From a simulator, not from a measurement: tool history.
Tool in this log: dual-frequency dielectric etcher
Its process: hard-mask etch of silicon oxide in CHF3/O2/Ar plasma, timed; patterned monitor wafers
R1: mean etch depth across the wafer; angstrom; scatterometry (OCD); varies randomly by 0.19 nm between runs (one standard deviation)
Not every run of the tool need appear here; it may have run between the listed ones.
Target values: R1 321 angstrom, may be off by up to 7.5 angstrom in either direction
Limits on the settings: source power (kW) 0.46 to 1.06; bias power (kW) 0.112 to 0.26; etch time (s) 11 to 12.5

run 1 hour=0 | source_power_(kW)=0.76 bias_power_(kW)=0.186 etch_time_(s)=12.5 | R1=273.02
run 2 hour=5 | source_power_(kW)=0.84 bias_power_(kW)=0.193 etch_time_(s)=12.5 | R1=284.61
run 3 hour=10.2 | source_power_(kW)=0.84 bias_power_(kW)=0.193 etch_time_(s)=12.5 | R1=284.97
run 4 hour=18.8 | source_power_(kW)=0.84 bias_power_(kW)=0.193 etch_time_(s)=11 | R1=247.98
run 5 hour=24.1 | source_power_(kW)=0.84 bias_power_(kW)=0.213 etch_time_(s)=11 | R1=257.54
run 6 hour=28.2 | source_power_(kW)=0.91 bias_power_(kW)=0.226 etch_time_(s)=11.5 | R1=284.51
run 7 hour=29 | source_power_(kW)=0.95 bias_power_(kW)=0.235 etch_time_(s)=11.5 | R1=297.75
run 8 hour=32.5 | source_power_(kW)=1.06 bias_power_(kW)=0.246 etch_time_(s)=11.5 | R1=311.57
run 9 hour=38.8 | source_power_(kW)=1.06 bias_power_(kW)=0.249 etch_time_(s)=11.5 | R1=312.17
run 10 hour=45.9 | source_power_(kW)=1.06 bias_power_(kW)=0.258 etch_time_(s)=12 | R1=332.67

Which of these 5 next moves meets every target?
run A hour=53 | source_power_(kW)=1.06 bias_power_(kW)=0.26 etch_time_(s)=12.5 | R1=?
run B hour=53 | source_power_(kW)=1.03 bias_power_(kW)=0.254 etch_time_(s)=12.5 | R1=?
run C hour=53 | source_power_(kW)=1.06 bias_power_(kW)=0.234 etch_time_(s)=11.5 | R1=?
run D hour=53 | source_power_(kW)=1.06 bias_power_(kW)=0.238 etch_time_(s)=12 | R1=?
run E hour=53 | source_power_(kW)=1.05 bias_power_(kW)=0.26 etch_time_(s)=12.5 | R1=?

move=A R1=341.91
move=B R1=335.4
move=C R1=301.16
move=D R1=316.46
move=E R1=340.83
A: the biggest miss grows against the last run
B: the biggest miss grows against the last run
C: the result that was furthest off in the last run now lies on the other side of its target
D: every result within its allowed miss
E: the biggest miss grows against the last run
The move that meets every target is D.
